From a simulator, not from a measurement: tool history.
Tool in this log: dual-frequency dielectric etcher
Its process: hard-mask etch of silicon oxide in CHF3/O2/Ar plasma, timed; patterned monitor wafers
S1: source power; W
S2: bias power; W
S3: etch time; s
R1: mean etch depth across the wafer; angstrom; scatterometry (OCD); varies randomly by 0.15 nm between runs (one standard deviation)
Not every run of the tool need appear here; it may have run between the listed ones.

{"run": 1, "hour": 0.0, "S1": 740, "S2": 173, "S3": 20.5, "R1": 448.8}
{"run": 2, "hour": 1.9, "S1": 810, "S2": 176, "S3": 20.5, "R1": 463.32}
{"run": 3, "hour": 10.4, "S1": 810, "S2": 176, "S3": 21.5, "R1": 486.4}
{"run": 4, "hour": 18.6, "S1": 890, "S2": 176, "S3": 21.5, "R1": 495.88}
{"run": 5, "hour": 21.3, "S1": 890, "S2": 176, "S3": 20.5, "R1": 469.49}
{"run": 6, "hour": 26.3, "S1": 890, "S2": 176, "S3": 20.5, "R1": 471.01}

Run 7 has not been measured yet. What should we expect?
{"run": 7, "hour": 28.0, "S1": 920, "S2": 184, "S3": 20.5, "R1": "?"}

Run 7 measured R1 480.13 angstrom.
